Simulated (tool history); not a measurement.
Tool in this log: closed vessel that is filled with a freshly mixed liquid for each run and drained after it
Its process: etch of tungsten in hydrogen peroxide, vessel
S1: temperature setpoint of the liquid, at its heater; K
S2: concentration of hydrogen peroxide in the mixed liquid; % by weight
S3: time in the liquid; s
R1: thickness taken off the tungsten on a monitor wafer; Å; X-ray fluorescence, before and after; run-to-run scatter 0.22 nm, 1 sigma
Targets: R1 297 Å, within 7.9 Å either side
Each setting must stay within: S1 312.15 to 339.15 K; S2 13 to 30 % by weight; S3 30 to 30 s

{"run": 1, "hour": 0.0, "S1": 328.15, "S2": 25, "S3": 30, "R1": 560.51}
{"run": 2, "hour": 5.5, "S1": 325.15, "S2": 25, "S3": 30, "R1": 459.19}
{"run": 3, "hour": 13.5, "S1": 323.15, "S2": 25, "S3": 30, "R1": 403.33}
{"run": 4, "hour": 18.4, "S1": 323.15, "S2": 20, "S3": 30, "R1": 366.3}
{"run": 5, "hour": 27.5, "S1": 323.15, "S2": 25, "S3": 30, "R1": 404.35}
{"run": 6, "hour": 33.2, "S1": 320.15, "S2": 25, "S3": 30, "R1": 343.81}
{"run": 7, "hour": 38.1, "S1": 319.65, "S2": 25, "S3": 30, "R1": 332.32}
{"run": 8, "hour": 43.7, "S1": 319.15, "S2": 25, "S3": 30, "R1": 319.04}
{"run": 9, "hour": 52.4, "S1": 318.65, "S2": 25, "S3": 30, "R1": 311.17}

Next run, 4 choices. One meets every target within its allowed miss, the rest don't. Which?
{"run": "A", "hour": 61.1, "S1": 319.15, "S2": 24, "S3": 30, "R1": "?"}
{"run": "B", "hour": 61.1, "S1": 320.15, "S2": 22, "S3": 30, "R1": "?"}
{"run": "C", "hour": 61.1, "S1": 317.15, "S2": 28, "S3": 30, "R1": "?"}
{"run": "D", "hour": 61.1, "S1": 318.15, "S2": 28, "S3": 30, "R1": "?"}

move=A R1=309.95
move=B R1=315.89
move=C R1=295.12
move=D R1=314.39
A: gains on the last run, yet a result remains outside its allowed miss
B: the biggest miss grows against the last run
C: hits every target within its allowed miss
D: the biggest miss grows against the last run
C meets every target.
